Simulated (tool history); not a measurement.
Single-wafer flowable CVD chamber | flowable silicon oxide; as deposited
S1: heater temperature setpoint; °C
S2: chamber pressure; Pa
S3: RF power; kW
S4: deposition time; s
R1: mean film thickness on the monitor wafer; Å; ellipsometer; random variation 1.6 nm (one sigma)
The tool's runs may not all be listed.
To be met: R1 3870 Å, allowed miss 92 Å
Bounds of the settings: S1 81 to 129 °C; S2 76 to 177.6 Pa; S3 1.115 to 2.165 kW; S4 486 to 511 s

run,hour,S1,S2,S3,S4,R1
1,0,105,126.8,1.64,511,3367.1
2,3.4,104,126.8,1.64,511,3466.7
3,6.6,104,126.8,1.455,511,3304
4,14.9,114,126.8,1.455,511,2441.5
5,17.1,114,148.9,1.455,511,2830.6
6,24.6,111,149.1,1.455,511,3128.4
7,30.2,109,149.2,1.455,511,3301.7
8,34.8,109,149.2,1.455,511,3345.3
9,43,109,149.2,1.455,511,3312.7
10,51.1,107,149.3,1.455,511,3525.7
11,57.4,106,149.3,1.455,511,3640.3
# hour 61.4: thermocouple changed; heater temperature recalibrated
12,61.4,106,149.3,1.455,511,3380.2

4 next moves are on the table. One of them brings every result within its allowed miss. Which?
A,65.4,99,138.5,1.45,503,?
B,65.4,109,127.6,1.64,497,?
C,65.4,114,162.7,1.53,511,?
D,65.4,98,143.3,1.645,502,?

move,R1
A,3844.2
B,2677.6
C,2923.9
D,4266.3
A: meets every target
B: further off than the last run
C: further off than the last run
D: takes the result that was furthest off past its target
The right move is A.

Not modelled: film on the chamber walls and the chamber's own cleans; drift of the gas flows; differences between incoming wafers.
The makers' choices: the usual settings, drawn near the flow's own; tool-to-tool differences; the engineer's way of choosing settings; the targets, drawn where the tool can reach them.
